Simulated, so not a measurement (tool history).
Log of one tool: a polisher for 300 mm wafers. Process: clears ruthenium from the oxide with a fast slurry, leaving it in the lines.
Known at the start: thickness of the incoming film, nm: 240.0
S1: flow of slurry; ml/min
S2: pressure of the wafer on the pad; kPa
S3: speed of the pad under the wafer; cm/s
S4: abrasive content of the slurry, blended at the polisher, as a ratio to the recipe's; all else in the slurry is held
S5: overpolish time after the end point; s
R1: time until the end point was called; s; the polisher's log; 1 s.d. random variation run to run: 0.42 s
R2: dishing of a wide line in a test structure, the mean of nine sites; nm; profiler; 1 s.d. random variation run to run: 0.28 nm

| run | hour | S1 | S2 | S3 | S4 | S5 | R1 | R2 |
|---|---|---|---|---|---|---|---|---|
| 1 | 0.0 | 175 | 20.0 | 82 | 1.00 | 17 | 72.003 | 40.375 |
| 2 | 4.1 | 185 | 22.1 | 82 | 1.00 | 13 | 64.221 | 35.554 |
| 3 | 9.2 | 185 | 22.1 | 82 | 1.00 | 18 | 63.577 | 45.926 |
| 4 | 17.4 | 185 | 24.8 | 82 | 1.00 | 18 | 58.327 | 50.614 |
| 5 | 18.3 | 185 | 24.8 | 62 | 1.00 | 18 | 72.151 | 42.520 |
| 6 | 20.2 | 210 | 24.1 | 72 | 1.00 | 14 | 64.862 | 37.081 |
| 7 | 26.3 | 230 | 23.4 | 80 | 1.05 | 11 | 59.008 | 33.532 |

Run 8, settings as shown, results not yet in. Your forecast:
| 8 | 29.2 | 240 | 21.4 | 88 | 1.20 | 9 | ? | ? |

{"run 8": {"R1": 55.83, "R2": 29.693}}

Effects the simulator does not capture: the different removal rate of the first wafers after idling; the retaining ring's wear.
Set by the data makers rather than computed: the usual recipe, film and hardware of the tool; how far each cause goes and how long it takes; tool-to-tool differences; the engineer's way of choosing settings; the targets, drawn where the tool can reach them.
